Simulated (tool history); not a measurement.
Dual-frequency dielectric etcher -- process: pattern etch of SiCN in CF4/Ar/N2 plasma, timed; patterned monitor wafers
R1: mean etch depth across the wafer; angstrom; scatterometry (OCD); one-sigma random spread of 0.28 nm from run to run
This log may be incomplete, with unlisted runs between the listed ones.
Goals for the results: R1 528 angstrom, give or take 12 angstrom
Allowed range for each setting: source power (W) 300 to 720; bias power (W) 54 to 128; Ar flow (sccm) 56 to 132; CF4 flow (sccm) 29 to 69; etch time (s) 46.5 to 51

run 1 day=0 | source_power_(W)=510 bias_power_(W)=91 Ar_flow_(sccm)=94 CF4_flow_(sccm)=49 etch_time_(s)=51 | R1=450.59
run 2 day=0.308 | source_power_(W)=540 bias_power_(W)=91 Ar_flow_(sccm)=94 CF4_flow_(sccm)=49 etch_time_(s)=51 | R1=474.17
run 3 day=0.462 | source_power_(W)=540 bias_power_(W)=91 Ar_flow_(sccm)=94 CF4_flow_(sccm)=49 etch_time_(s)=46.5 | R1=429.4
run 4 day=0.675 | source_power_(W)=580 bias_power_(W)=92 Ar_flow_(sccm)=94 CF4_flow_(sccm)=49 etch_time_(s)=46.5 | R1=452.35
run 5 day=0.888 | source_power_(W)=580 bias_power_(W)=92 Ar_flow_(sccm)=82 CF4_flow_(sccm)=49 etch_time_(s)=46.5 | R1=466.02
run 6 day=1.008 | source_power_(W)=490 bias_power_(W)=92 Ar_flow_(sccm)=82 CF4_flow_(sccm)=49 etch_time_(s)=46.5 | R1=408.77
run 7 day=1.217 | source_power_(W)=540 bias_power_(W)=93 Ar_flow_(sccm)=82 CF4_flow_(sccm)=49 etch_time_(s)=46.5 | R1=441.65
run 8 day=1.525 | source_power_(W)=570 bias_power_(W)=94 Ar_flow_(sccm)=82 CF4_flow_(sccm)=49 etch_time_(s)=46.5 | R1=459.06
run 9 day=1.642 | source_power_(W)=600 bias_power_(W)=95 Ar_flow_(sccm)=82 CF4_flow_(sccm)=49 etch_time_(s)=46.5 | R1=484.07
run 10 day=1.983 | source_power_(W)=620 bias_power_(W)=95 Ar_flow_(sccm)=82 CF4_flow_(sccm)=49 etch_time_(s)=46.5 | R1=496.58
run 11 day=2.108 | source_power_(W)=630 bias_power_(W)=95 Ar_flow_(sccm)=82 CF4_flow_(sccm)=49 etch_time_(s)=46.5 | R1=501.03
run 12 day=2.254 | source_power_(W)=640 bias_power_(W)=95 Ar_flow_(sccm)=82 CF4_flow_(sccm)=49 etch_time_(s)=46.5 | R1=509.26
run 13 day=2.421 | source_power_(W)=650 bias_power_(W)=95 Ar_flow_(sccm)=82 CF4_flow_(sccm)=49 etch_time_(s)=46.5 | R1=519.25

Which of these 4 next moves meets every target?
run A day=2.588 | source_power_(W)=620 bias_power_(W)=90 Ar_flow_(sccm)=77 CF4_flow_(sccm)=52 etch_time_(s)=47.5 | R1=?
run B day=2.588 | source_power_(W)=550 bias_power_(W)=84 Ar_flow_(sccm)=75 CF4_flow_(sccm)=55 etch_time_(s)=51 | R1=?
run C day=2.588 | source_power_(W)=650 bias_power_(W)=90 Ar_flow_(sccm)=80 CF4_flow_(sccm)=47 etch_time_(s)=49 | R1=?
run D day=2.588 | source_power_(W)=630 bias_power_(W)=94 Ar_flow_(sccm)=77 CF4_flow_(sccm)=42 etch_time_(s)=47 | R1=?

move=A R1=507.3
move=B R1=491.39
move=C R1=529.63
move=D R1=494.84
A: lands further from the targets than the last run did
B: lands further from the targets than the last run did
C: meets every target
D: lands further from the targets than the last run did
C meets every target.
